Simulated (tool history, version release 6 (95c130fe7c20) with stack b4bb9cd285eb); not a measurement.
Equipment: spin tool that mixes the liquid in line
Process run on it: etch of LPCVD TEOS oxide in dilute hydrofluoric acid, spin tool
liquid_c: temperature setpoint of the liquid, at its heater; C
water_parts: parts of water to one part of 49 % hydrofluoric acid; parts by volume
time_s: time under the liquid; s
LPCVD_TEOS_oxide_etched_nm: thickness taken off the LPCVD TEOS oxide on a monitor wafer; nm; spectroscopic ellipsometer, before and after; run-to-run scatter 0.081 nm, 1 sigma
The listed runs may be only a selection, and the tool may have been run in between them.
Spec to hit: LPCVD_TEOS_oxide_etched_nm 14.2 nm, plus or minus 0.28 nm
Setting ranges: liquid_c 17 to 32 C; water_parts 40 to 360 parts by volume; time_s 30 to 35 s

Run 1, hour 0: liquid_c 24 C, water_parts 200 parts by volume, time_s 35 s. Result: LPCVD_TEOS_oxide_etched_nm 4.1095 nm.
Run 2, hour 8.5: liquid_c 21.5 C, water_parts 200 parts by volume, time_s 35 s. Result: LPCVD_TEOS_oxide_etched_nm 3.7542 nm.
Run 3, hour 15.5: liquid_c 22.5 C, water_parts 200 parts by volume, time_s 35 s. Result: LPCVD_TEOS_oxide_etched_nm 3.9331 nm.
Run 4, hour 19.6: liquid_c 23.5 C, water_parts 200 parts by volume, time_s 35 s. Result: LPCVD_TEOS_oxide_etched_nm 4.0598 nm.
Run 5, hour 25.5: liquid_c 25 C, water_parts 200 parts by volume, time_s 35 s. Result: LPCVD_TEOS_oxide_etched_nm 4.3193 nm.
Run 6, hour 32.5: liquid_c 25 C, water_parts 200 parts by volume, time_s 30 s. Result: LPCVD_TEOS_oxide_etched_nm 3.6893 nm.
Run 7, hour 39.1: liquid_c 26.5 C, water_parts 160 parts by volume, time_s 30 s. Result: LPCVD_TEOS_oxide_etched_nm 5.0765 nm.
Run 8, hour 44.8: liquid_c 28 C, water_parts 130 parts by volume, time_s 30 s. Result: LPCVD_TEOS_oxide_etched_nm 6.9001 nm.
Run 9, hour 52.6: liquid_c 29 C, water_parts 110 parts by volume, time_s 30 s. Result: LPCVD_TEOS_oxide_etched_nm 8.681 nm.
Run 10, hour 54.1: liquid_c 29.5 C, water_parts 100 parts by volume, time_s 30 s. Result: LPCVD_TEOS_oxide_etched_nm 9.7981 nm.
Run 11, hour 60.8: liquid_c 30 C, water_parts 90 parts by volume, time_s 30 s. Result: LPCVD_TEOS_oxide_etched_nm 11.29 nm.
Run 12, hour 62.5: liquid_c 30.5 C, water_parts 85 parts by volume, time_s 30 s. Result: LPCVD_TEOS_oxide_etched_nm 12.288 nm.
Run 13, hour 65.8: liquid_c 31 C, water_parts 85 parts by volume, time_s 30 s. Result: LPCVD_TEOS_oxide_etched_nm 12.575 nm.
Run 14, hour 72.3: liquid_c 31.5 C, water_parts 80 parts by volume, time_s 30 s. Result: LPCVD_TEOS_oxide_etched_nm 13.538 nm.
Run 15, hour 78.3: liquid_c 32 C, water_parts 80 parts by volume, time_s 30 s. Result: LPCVD_TEOS_oxide_etched_nm 13.906 nm.
Run 16, hour 84.4: liquid_c 32 C, water_parts 75 parts by volume, time_s 30 s. Result: LPCVD_TEOS_oxide_etched_nm 14.946 nm.
Run 17, hour 89.2: liquid_c 31.5 C, water_parts 75 parts by volume, time_s 30 s. Result: LPCVD_TEOS_oxide_etched_nm 14.63 nm.

Which one of the following 4 next-run settings gets every result inside its allowed miss? There is exactly one.
Run A, hour 94: liquid_c 32 C, water_parts 90 parts by volume, time_s 35 s. Result: LPCVD_TEOS_oxide_etched_nm ?.
Run B, hour 94: liquid_c 29.5 C, water_parts 70 parts by volume, time_s 30 s. Result: LPCVD_TEOS_oxide_etched_nm ?.
Run C, hour 94: liquid_c 32 C, water_parts 85 parts by volume, time_s 35 s. Result: LPCVD_TEOS_oxide_etched_nm ?.
Run D, hour 94: liquid_c 31 C, water_parts 70 parts by volume, time_s 30 s. Result: LPCVD_TEOS_oxide_etched_nm ?.

move  LPCVD_TEOS_oxide_etched_nm
   A                      14.263
   B                      14.729
   C                      15.217
   D                      15.603
A: in spec on every target
B: further off than the last run
C: further off than the last run
D: further off than the last run
Move A is the one to make.

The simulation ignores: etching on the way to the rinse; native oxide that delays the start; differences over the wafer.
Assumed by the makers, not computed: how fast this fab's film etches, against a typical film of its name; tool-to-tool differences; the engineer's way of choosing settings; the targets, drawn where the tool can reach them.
